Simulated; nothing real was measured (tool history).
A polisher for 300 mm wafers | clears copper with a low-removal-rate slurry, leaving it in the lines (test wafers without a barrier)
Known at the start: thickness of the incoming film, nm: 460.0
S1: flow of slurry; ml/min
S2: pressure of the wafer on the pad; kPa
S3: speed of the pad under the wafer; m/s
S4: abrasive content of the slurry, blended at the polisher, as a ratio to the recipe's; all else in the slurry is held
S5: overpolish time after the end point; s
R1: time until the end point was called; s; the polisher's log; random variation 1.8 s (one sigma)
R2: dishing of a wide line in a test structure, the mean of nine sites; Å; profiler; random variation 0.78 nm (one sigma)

run,hour,S1,S2,S3,S4,S5,R1,R2
1,0,145,22.1,1.36,1,29,116.6,544.36
2,2.8,145,21.4,1.36,1,27,116.62,525.91
3,11.8,145,20.7,1.36,1,25,122.06,474.5
4,13.2,145,20.7,1.36,1,24,120.51,460.29
5,22.2,170,20.7,1.36,1,24,117.67,485.81
6,31.2,170,20.7,1.36,1,23,119.08,476.97
7,33.3,170,20.7,1.36,1,23,117.41,455.34
8,37.4,170,20.7,1.36,1,23,116.66,482.58
9,38.4,170,20.7,1.36,1,22,114.21,468.57
10,43.9,170,20,1.36,1,21,120.79,432.84
11,52.7,170,20,1.36,1,20,117.76,422.68
12,61.3,170,20,1.36,1,19,121.68,385.71

Forecast run 13:
13,69.2,160,19.3,1.36,1,18,?,?

Run 13 gave R1 124.61 s, R2 394.35 Å.
